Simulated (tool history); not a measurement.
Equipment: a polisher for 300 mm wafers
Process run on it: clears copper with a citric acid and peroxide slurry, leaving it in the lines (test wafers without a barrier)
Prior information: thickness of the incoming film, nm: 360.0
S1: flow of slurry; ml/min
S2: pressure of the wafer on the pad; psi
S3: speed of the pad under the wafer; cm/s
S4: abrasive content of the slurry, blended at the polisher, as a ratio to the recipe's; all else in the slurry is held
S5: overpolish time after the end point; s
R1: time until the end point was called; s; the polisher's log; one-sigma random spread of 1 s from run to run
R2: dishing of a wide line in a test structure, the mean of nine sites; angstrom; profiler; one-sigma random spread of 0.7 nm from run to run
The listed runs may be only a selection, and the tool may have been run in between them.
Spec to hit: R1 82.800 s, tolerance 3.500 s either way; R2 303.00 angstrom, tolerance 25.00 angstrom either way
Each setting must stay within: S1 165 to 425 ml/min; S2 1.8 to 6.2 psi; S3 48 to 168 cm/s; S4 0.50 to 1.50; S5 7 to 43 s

{"run": 1, "hour": 0.0, "S1": 275, "S2": 4.0, "S3": 108, "S4": 1.0, "S5": 22, "R1": 129.32, "R2": 243.22}
{"run": 2, "hour": 0.9, "S1": 275, "S2": 3.2, "S3": 108, "S4": 1.0, "S5": 22, "R1": 148.74, "R2": 236.6}
{"run": 3, "hour": 6.7, "S1": 275, "S2": 4.0, "S3": 110, "S4": 1.0, "S5": 24, "R1": 125.99, "R2": 254.11}
{"run": 4, "hour": 12.7, "S1": 275, "S2": 4.6, "S3": 112, "S4": 1.0, "S5": 25, "R1": 112.89, "R2": 274.52}
{"run": 5, "hour": 13.2, "S1": 275, "S2": 4.6, "S3": 92, "S4": 1.0, "S5": 25, "R1": 135.31, "R2": 257.39}
{"run": 6, "hour": 20.0, "S1": 275, "S2": 4.6, "S3": 92, "S4": 1.0, "S5": 18, "R1": 137.03, "R2": 223.88}
{"run": 7, "hour": 28.8, "S1": 275, "S2": 5.0, "S3": 98, "S4": 1.0, "S5": 20, "R1": 119.98, "R2": 251.44}
{"run": 8, "hour": 33.4, "S1": 280, "S2": 6.1, "S3": 112, "S4": 1.0, "S5": 20, "R1": 89.397, "R2": 267.74}
{"run": 9, "hour": 35.7, "S1": 280, "S2": 6.1, "S3": 114, "S4": 1.0, "S5": 22, "R1": 87.092, "R2": 287.2}

Next run, 5 choices. One meets every target within its allowed miss, the rest don't. Which?
{"run": "A", "hour": 38.0, "S1": 265, "S2": 5.9, "S3": 106, "S4": 1.05, "S5": 21, "R1": "?", "R2": "?"}
{"run": "B", "hour": 38.0, "S1": 285, "S2": 6.2, "S3": 122, "S4": 0.85, "S5": 38, "R1": "?", "R2": "?"}
{"run": "C", "hour": 38.0, "S1": 295, "S2": 4.7, "S3": 130, "S4": 0.9, "S5": 29, "R1": "?", "R2": "?"}
{"run": "D", "hour": 38.0, "S1": 235, "S2": 6.1, "S3": 108, "S4": 1.15, "S5": 29, "R1": "?", "R2": "?"}
{"run": "E", "hour": 38.0, "S1": 300, "S2": 5.0, "S3": 126, "S4": 1.05, "S5": 29, "R1": "?", "R2": "?"}

move=A R1=96.421 R2=271.18
move=B R1=83.944 R2=302.13
move=C R1=97.389 R2=288.10
move=D R1=91.354 R2=292.99
move=E R1=92.205 R2=290.93
A: its largest miss is bigger than the last run's
B: hits every target within its allowed miss
C: its largest miss is bigger than the last run's
D: its largest miss is bigger than the last run's
E: its largest miss is bigger than the last run's
Answer: B
